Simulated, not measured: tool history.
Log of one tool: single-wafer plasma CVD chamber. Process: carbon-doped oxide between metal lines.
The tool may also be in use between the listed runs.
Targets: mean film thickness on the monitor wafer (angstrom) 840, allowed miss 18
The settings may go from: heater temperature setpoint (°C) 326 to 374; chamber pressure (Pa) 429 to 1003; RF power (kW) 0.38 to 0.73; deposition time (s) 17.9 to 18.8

| run | hour | heater temperature setpoint (°C) | chamber pressure (Pa) | RF power (kW) | deposition time (s) | mean film thickness on the monitor wafer (angstrom) |
|---|---|---|---|---|---|---|
| 1 | 0 | 350 | 716 | 0.555 | 18.8 | 975.09 |
| 2 | 1.8 | 351 | 700 | 0.545 | 18.8 | 957.46 |
| 3 | 6.1 | 356 | 700 | 0.545 | 18.8 | 949.4 |
| 4 | 10.1 | 356 | 811 | 0.545 | 18.8 | 966.03 |
| 5 | 14.3 | 356 | 811 | 0.59 | 18.8 | 996.87 |
| 6 | 23 | 356 | 873 | 0.59 | 18.8 | 1001.4 |
| 7 | 30.3 | 357 | 871 | 0.57 | 18.7 | 983.27 |
| 8 | 35.7 | 357 | 864 | 0.55 | 18.6 | 956.13 |
| 9 | 41.2 | 357 | 864 | 0.55 | 18.6 | 964.39 |
| 10 | 42.9 | 357 | 856 | 0.535 | 18.5 | 943.42 |
| 11 | 51.6 | 358 | 851 | 0.525 | 18.5 | 931.6 |
| 12 | 53.2 | 359 | 845 | 0.515 | 18.5 | 921.42 |

Which of these 4 next moves meets every target?
| A | 54.8 | 362 | 901 | 0.455 | 17.9 | ? |
| B | 54.8 | 363 | 843 | 0.485 | 18.6 | ? |
| C | 54.8 | 360 | 825 | 0.52 | 17.9 | ? |
| D | 54.8 | 358 | 835 | 0.52 | 18.8 | ? |

| move | mean film thickness on the monitor wafer (angstrom) |
|---|---|
| A | 850.12 |
| B | 898.62 |
| C | 895.25 |
| D | 945.2 |
A: meets every target
B: nearer than the last run, and not there yet
C: nearer than the last run, and not there yet
D: further off than the last run
Answer: A

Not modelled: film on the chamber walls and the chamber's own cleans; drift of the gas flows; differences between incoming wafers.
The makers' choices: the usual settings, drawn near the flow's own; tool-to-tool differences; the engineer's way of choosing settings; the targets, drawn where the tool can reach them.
